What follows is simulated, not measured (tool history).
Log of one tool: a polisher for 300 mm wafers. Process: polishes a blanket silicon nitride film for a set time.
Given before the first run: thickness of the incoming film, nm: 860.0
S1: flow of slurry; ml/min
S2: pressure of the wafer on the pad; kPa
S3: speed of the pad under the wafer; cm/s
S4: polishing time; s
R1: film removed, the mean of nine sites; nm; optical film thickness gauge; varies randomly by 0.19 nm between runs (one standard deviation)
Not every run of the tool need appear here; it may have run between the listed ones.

run,hour,S1,S2,S3,S4,R1
1,0,210,19.3,88,34,43.105
2,5.1,210,19.3,74,34,37.294
3,7.2,205,17.9,74,34,35.288
4,9.5,250,17.9,74,34,36.428
5,12.2,235,16.5,74,34,33.873
6,18.1,220,15.2,74,34,31.219
# hour 23.5: head pressure recalibrated
7,23.5,210,14.5,74,34,33.51

Predict the results of run 8:
8,27.2,215,13.1,72,34,?

Run 8 gave R1 30.854 nm.
